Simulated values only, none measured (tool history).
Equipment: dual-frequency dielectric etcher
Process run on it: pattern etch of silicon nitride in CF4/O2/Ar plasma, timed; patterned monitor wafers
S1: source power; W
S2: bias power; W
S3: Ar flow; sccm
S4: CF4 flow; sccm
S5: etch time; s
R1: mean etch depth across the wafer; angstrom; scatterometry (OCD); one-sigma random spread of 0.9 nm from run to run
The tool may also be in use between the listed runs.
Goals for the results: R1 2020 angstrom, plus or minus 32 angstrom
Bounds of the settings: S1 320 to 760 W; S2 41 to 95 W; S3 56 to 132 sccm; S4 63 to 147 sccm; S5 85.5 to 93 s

run,hour,S1,S2,S3,S4,S5,R1
1,0,540,68,94,105,93,2494.3
2,3.4,520,68,94,105,93,2426.1
3,12.1,500,68,94,105,93,2344.9
4,19.9,480,68,94,105,93,2278.2
5,25.3,470,68,94,105,93,2235.8
6,26.1,470,68,100,105,93,2208.5
7,32.4,460,68,100,105,93,2169.5
8,35.3,450,68,100,105,93,2149.3
9,40.4,440,68,100,105,93,2101.4
10,45.7,410,68,100,105,93,1969.7

Which single option among these 4 for the next run brings every result within its allowed miss of target? Just one does.
A,51,440,75,96,127,87.5,?
B,51,360,84,94,97,93,?
C,51,370,78,97,98,93,?
D,51,410,74,108,106,93,?

move,R1
A,2106.2
B,1950.3
C,1923.5
D,2028.7
A: takes the result that was furthest off past its target
B: its largest miss is bigger than the last run's
C: its largest miss is bigger than the last run's
D: in spec on every target
D meets every target.
